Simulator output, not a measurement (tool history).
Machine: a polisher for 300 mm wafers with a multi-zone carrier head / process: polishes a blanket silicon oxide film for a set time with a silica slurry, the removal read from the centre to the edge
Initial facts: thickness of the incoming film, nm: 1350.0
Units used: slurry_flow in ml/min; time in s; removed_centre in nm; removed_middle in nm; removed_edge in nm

Run 1, hour 0.0: slurry_flow 165 ml/min, centre_zone 1.00, middle_zone 1.00, edge_zone 1.00, slurry_solids 1.00, time 77 s. Result: removed_centre 285.92 nm, removed_middle 278.85 nm, removed_edge 279.56 nm.
Run 2, hour 9.0: slurry_flow 165 ml/min, centre_zone 1.00, middle_zone 1.00, edge_zone 1.00, slurry_solids 1.20, time 77 s. Result: removed_centre 319.74 nm, removed_middle 308.74 nm, removed_edge 308.83 nm.
Run 3, hour 17.0: slurry_flow 165 ml/min, centre_zone 1.00, middle_zone 1.00, edge_zone 1.00, slurry_solids 1.35, time 77 s. Result: removed_centre 337.85 nm, removed_middle 327.52 nm, removed_edge 327.46 nm.
Run 4, hour 20.8: slurry_flow 155 ml/min, centre_zone 0.97, middle_zone 0.96, edge_zone 0.96, slurry_solids 1.15, time 72 s. Result: removed_centre 279.49 nm, removed_middle 272.45 nm, removed_edge 281.54 nm.
Run 5, hour 28.3: slurry_flow 155 ml/min, centre_zone 0.97, middle_zone 0.96, edge_zone 0.96, slurry_solids 1.15, time 88 s. Result: removed_centre 344.60 nm, removed_middle 335.19 nm, removed_edge 335.69 nm.
Run 6, hour 30.4: slurry_flow 150 ml/min, centre_zone 0.97, middle_zone 0.94, edge_zone 0.93, slurry_solids 1.00, time 79 s. Result: removed_centre 279.97 nm, removed_middle 268.22 nm, removed_edge 273.98 nm.
At hour 34.1: worn pad replaced by a new one.
Run 7, hour 34.1: slurry_flow 140 ml/min, centre_zone 0.96, middle_zone 0.92, edge_zone 0.90, slurry_solids 0.85, time 74 s. Result: removed_centre 256.45 nm, removed_middle 239.76 nm, removed_edge 248.94 nm.
Run 8, hour 36.3: slurry_flow 140 ml/min, centre_zone 0.95, middle_zone 0.91, edge_zone 0.89, slurry_solids 0.75, time 67 s. Result: removed_centre 205.30 nm, removed_middle 193.53 nm, removed_edge 203.68 nm.
Run 9, hour 42.1: slurry_flow 145 ml/min, centre_zone 0.94, middle_zone 0.90, edge_zone 0.88, slurry_solids 0.70, time 65 s. Result: removed_centre 186.53 nm, removed_middle 176.13 nm, removed_edge 183.72 nm.

Run 10 has not been measured yet. What should we expect?
Run 10, hour 45.9: slurry_flow 135 ml/min, centre_zone 0.86, middle_zone 0.81, edge_zone 0.83, slurry_solids 0.60, time 65 s. Result: removed_centre ?, removed_middle ?, removed_edge ?.

{"run 10": {"removed_centre": 141.64, "removed_middle": 135.14, "removed_edge": 149.51}}
